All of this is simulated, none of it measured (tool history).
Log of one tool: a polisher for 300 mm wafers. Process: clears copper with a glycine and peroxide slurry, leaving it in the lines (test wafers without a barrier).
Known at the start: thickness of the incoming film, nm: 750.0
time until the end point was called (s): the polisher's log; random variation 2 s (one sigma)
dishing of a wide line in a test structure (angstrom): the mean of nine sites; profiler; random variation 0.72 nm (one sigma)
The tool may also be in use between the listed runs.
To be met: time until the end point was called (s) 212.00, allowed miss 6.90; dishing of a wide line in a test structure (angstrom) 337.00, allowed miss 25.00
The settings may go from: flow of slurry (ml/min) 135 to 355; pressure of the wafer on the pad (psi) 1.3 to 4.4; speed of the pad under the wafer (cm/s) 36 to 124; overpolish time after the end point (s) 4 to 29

run    day  flow of slurry (ml/min)  pressure of the wafer on the pad (psi)  speed of the pad under the wafer (cm/s)  overpolish time after the end point (s)  time until the end point was called (s)  dishing of a wide line in a test structure (angstrom)
  1  0.000                      225                                     2.8                                       80                                       15                                   194.70                                                 429.25
  2  0.308                      280                                     2.8                                       80                                       15                                   189.81                                                 454.40
  3  0.496                      270                                     2.6                                       80                                       13                                   193.48                                                 364.46
  4  0.792                      265                                     2.6                                       80                                       13                                   193.48                                                 387.38
     0.879  -- worn pad replaced by a new one
  5  0.879                      260                                     2.6                                       80                                       13                                   178.06                                                 418.76
  6  1.038                      260                                     2.9                                       80                                       13                                   166.38                                                 444.92
  7  1.346                      260                                     2.8                                       80                                       13                                   168.17                                                 434.20
  8  1.475                      260                                     2.7                                       80                                       13                                   170.71                                                 434.42
  9  1.571                      245                                     1.9                                       78                                       11                                   213.85                                                 308.46

4 next moves are on the table. One of them brings every result within its allowed miss. Which?
  A  1.667                      275                                     2.2                                       70                                       10                                        ?                                                      ?
  B  1.667                      245                                     1.4                                       98                                       12                                        ?                                                      ?
  C  1.667                      165                                     2.3                                       70                                       10                                        ?                                                      ?
  D  1.667                      280                                     2.0                                       78                                       10                                        ?                                                      ?

move  time until the end point was called (s)  dishing of a wide line in a test structure (angstrom)
   A                                   216.65                                                 274.15
   B                                   213.59                                                 323.45
   C                                   223.55                                                 266.48
   D                                   209.90                                                 281.39
A: further off than the last run
B: meets every target
C: further off than the last run
D: further off than the last run
The right move is B.

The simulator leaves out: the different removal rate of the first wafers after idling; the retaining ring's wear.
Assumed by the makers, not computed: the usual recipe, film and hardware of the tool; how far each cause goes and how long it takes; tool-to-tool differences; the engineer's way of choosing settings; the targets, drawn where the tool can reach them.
